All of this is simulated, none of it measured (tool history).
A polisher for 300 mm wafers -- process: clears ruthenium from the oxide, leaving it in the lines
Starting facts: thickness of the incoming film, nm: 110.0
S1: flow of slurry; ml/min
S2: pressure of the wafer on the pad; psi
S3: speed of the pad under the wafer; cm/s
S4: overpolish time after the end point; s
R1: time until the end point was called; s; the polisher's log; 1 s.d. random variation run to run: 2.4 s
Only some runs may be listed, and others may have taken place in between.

| run | hour | S1 | S2 | S3 | S4 | R1 |
|---|---|---|---|---|---|---|
| 1 | 0.0 | 285 | 1.4 | 122 | 8 | 104.22 |
| 2 | 6.7 | 285 | 1.4 | 122 | 8 | 100.23 |
| 3 | 7.5 | 285 | 1.1 | 122 | 8 | 128.76 |
| 4 | 12.3 | 285 | 1.1 | 122 | 8 | 129.85 |
| 5 | 17.2 | 235 | 1.1 | 122 | 8 | 134.69 |
| 6 | 20.6 | 275 | 1.1 | 122 | 8 | 132.69 |

What will run 7 give?
| 7 | 22.5 | 270 | 0.9 | 120 | 8 | ? |

{"run 7": {"R1": 162.05}}

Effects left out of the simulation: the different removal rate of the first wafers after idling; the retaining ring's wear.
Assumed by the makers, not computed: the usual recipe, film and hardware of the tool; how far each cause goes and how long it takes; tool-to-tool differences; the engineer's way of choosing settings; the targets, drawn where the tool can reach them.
